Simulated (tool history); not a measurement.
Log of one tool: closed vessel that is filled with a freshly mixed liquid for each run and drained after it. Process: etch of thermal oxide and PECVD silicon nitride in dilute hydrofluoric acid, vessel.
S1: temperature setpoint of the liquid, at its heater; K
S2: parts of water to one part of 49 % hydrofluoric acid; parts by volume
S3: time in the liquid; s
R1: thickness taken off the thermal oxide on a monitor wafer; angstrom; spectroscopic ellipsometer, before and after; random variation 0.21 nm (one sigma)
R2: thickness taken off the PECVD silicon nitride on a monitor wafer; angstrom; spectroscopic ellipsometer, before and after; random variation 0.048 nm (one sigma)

run	hour	S1	S2	S3	R1	R2
1	0	296.15	240	1800	275.3	112.07
2	6.8	296.65	240	1805	284.13	115.41
3	12.4	299.15	240	1805	313.15	135.88
4	18.5	299.15	245	1815	307.95	133.17
5	20	299.15	245	1385	233.43	101.98
6	24.2	299.15	305	1385	177.55	81.66
7	29.2	299.65	295	1375	186.93	87.11
8	36.1	300.15	285	1365	194.59	91.55
9	42.7	300.65	275	1355	208.56	97.302
# hour 45.7: thermometer replaced
10	45.7	301.15	265	1350	228.42	110.75
11	51.7	301.15	255	1340	238.08	114.66
12	57.8	301.15	250	1335	246.13	116.15
13	66.4	301.15	245	1325	248.82	117.08

Forecast run 14:
14	72	301.15	240	1315	?	?

{"run 14": {"R1": 255.02, "R2": 119.08}}

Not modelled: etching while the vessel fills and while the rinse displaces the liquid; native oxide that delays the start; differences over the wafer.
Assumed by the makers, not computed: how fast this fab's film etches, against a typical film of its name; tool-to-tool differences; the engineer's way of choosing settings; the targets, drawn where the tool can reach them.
